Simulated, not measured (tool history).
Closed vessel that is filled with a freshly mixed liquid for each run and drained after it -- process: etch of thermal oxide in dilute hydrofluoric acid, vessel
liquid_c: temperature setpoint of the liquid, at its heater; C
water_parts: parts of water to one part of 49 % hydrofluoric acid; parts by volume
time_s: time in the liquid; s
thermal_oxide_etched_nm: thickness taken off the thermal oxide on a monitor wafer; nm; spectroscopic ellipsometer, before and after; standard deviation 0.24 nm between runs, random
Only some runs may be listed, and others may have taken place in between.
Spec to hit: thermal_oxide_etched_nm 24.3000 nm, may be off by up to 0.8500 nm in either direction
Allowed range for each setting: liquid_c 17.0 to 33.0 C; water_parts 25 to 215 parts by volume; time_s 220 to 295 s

run  hour  liquid_c  water_parts  time_s  thermal_oxide_etched_nm
  1   0.0      25.0          120     295                  11.2490
  2   4.5      25.0          120     295                  11.2660
  3  10.1      27.0          105     295                  14.2420
  4  19.1      27.0          125     295                  11.6510
  5  21.8      27.0          165     295                   8.4129
  6  24.4      27.0          165     295                   8.3361
  7  30.6      28.5          135     295                  11.2660
  8  33.2      32.5           85     295                  22.3290
  9  36.1      33.0           75     295                  26.0130
 10  39.5      32.5           75     295                  25.6980

5 candidate next runs follow, results not yet known. Just one meets every target within its allowed miss. Identify it.
  A  42.9      33.0           60     235                        ?
  B  42.9      33.0           80     295                        ?
  C  42.9      33.0           75     295                        ?
  D  42.9      33.0           55     220                        ?
  E  42.9      33.0           60     230                        ?

move  thermal_oxide_etched_nm
   A                  26.4140
   B                  24.0880
   C                  25.8970
   D                  27.1980
   E                  25.8520
A: further off than the last run
B: all results in spec
C: further off than the last run
D: further off than the last run
E: further off than the last run
So the answer is move B, the one that meets all the targets.

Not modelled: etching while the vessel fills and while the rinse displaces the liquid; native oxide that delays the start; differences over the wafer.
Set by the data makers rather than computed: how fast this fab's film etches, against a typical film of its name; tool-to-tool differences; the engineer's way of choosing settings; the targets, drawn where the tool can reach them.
